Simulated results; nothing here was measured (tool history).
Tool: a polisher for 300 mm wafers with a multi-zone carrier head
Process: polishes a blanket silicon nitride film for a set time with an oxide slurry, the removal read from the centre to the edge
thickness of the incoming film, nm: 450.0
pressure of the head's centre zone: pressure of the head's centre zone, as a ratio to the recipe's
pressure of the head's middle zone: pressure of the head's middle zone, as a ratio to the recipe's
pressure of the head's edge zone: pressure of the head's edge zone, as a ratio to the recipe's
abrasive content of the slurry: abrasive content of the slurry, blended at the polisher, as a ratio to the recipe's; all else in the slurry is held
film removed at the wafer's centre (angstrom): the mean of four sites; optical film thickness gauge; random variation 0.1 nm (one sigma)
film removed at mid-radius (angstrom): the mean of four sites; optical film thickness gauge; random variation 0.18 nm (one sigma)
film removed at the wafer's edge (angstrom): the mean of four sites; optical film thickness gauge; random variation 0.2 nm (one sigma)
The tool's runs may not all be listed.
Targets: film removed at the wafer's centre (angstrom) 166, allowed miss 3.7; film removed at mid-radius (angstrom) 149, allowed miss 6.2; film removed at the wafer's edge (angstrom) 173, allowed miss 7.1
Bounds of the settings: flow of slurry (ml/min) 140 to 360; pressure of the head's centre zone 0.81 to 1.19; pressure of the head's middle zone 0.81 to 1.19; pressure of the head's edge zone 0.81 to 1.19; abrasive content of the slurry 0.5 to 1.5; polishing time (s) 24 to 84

run	hour	flow of slurry (ml/min)	pressure of the head's centre zone	pressure of the head's middle zone	pressure of the head's edge zone	abrasive content of the slurry	polishing time (s)	film removed at the wafer's centre (angstrom)	film removed at mid-radius (angstrom)	film removed at the wafer's edge (angstrom)
1	0	230	1	1	1	1	54	361.29	361.96	361.49
2	1.7	230	1	0.96	1	1	54	363.48	339.97	367.36
3	2.7	230	1	0.96	1	1.2	54	387.77	373.68	394.25
4	6.5	230	1	0.96	1	1.1	54	376.4	360.45	384.05
5	13.3	230	1	0.96	0.97	1.1	54	374.16	362.62	380.27
6	18.9	200	1	0.96	0.97	1.1	54	371.46	346.83	375.88
7	24	200	0.99	0.96	0.96	1.05	51	336.41	329.36	347.79
8	27.1	200	0.99	0.95	0.96	1	48	313.16	303.56	316.8
9	33.7	195	0.98	0.94	0.96	0.95	46	288.43	281.5	298.81
10	38.8	190	0.98	0.93	0.96	0.9	44	272.09	260.27	283.04
11	47.1	190	0.98	0.92	0.95	0.85	42	250.47	238.42	249.82
12	48.7	185	0.97	0.91	0.95	0.8	41	233.37	223.81	243.17
13	55.6	185	0.97	0.9	0.95	0.75	40	226.49	210.22	236.62
14	63.2	190	0.97	0.89	0.94	0.7	39	217.86	201.05	219.55
15	70.5	190	0.96	0.88	0.94	0.7	38	206.13	192.81	216.79
16	71.7	190	0.96	0.87	0.93	0.7	38	207.59	193.83	215.96
17	79.6	175	0.95	0.81	0.92	0.5	30	138.19	122.54	147.12
18	87.4	190	0.95	0.81	0.93	0.5	30	140.4	123.93	149.23
19	91	200	0.95	0.82	0.94	0.5	30	141.38	124.87	149.61
20	99.4	195	0.96	0.83	0.95	0.5	30	142.69	127.65	148.24
# hour 104.8: edge zone pressure recalibrated
21	104.8	260	1.01	0.88	1.05	0.65	30	175.53	155.57	170.5
22	105.9	250	0.99	0.86	1.06	0.65	30	170.27	149.96	177.25
23	110.6	255	0.98	0.86	1.04	0.65	30	168.14	149.08	169.64

4 next moves are on the table. One of them brings every result within its allowed miss. Which?
A	115.3	255	0.96	0.85	1.04	0.55	32	?	?	?
B	115.3	245	1.04	0.87	1	0.65	28	?	?	?
C	115.3	235	1.01	0.87	1.1	0.55	32	?	?	?
D	115.3	255	1.04	0.86	0.99	0.6	29	?	?	?

move	film removed at the wafer's centre (angstrom)	film removed at mid-radius (angstrom)	film removed at the wafer's edge (angstrom)
A	163.64	146.19	174.35
B	165.14	138.73	159.46
C	170.27	147.41	177.85
D	166.52	138.5	159.77
A: meets every target
B: brings the result that was furthest off to its target, and leaves another outside
C: further off than the last run
D: brings the result that was furthest off to its target, and leaves another outside
Answer: A

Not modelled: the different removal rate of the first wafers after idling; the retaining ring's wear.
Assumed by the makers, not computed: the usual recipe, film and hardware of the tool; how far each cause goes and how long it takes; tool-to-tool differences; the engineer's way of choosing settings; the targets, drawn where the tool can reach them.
